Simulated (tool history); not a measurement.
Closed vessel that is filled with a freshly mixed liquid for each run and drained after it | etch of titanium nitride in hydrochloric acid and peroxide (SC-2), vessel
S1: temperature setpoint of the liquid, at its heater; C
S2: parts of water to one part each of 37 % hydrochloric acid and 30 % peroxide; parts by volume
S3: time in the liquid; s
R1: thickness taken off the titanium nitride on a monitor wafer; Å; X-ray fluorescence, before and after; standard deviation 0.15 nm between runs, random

run 1 hour=0 | S1=63 S2=9 S3=375 | R1=160.72
run 2 hour=4.9 | S1=63 S2=9 S3=400 | R1=172.86
run 3 hour=7.1 | S1=63.5 S2=9 S3=400 | R1=178.12
run 4 hour=10.7 | S1=69.5 S2=9 S3=400 | R1=256.03
run 5 hour=19.2 | S1=67.5 S2=9 S3=400 | R1=226.6
run 6 hour=26.6 | S1=66.5 S2=9 S3=400 | R1=215.52
run 7 hour=28.2 | S1=65.5 S2=9 S3=400 | R1=200.92

Forecast run 8:
run 8 hour=34.9 | S1=65 S2=9 S3=400 | R1=?

R1: 195.02 Å
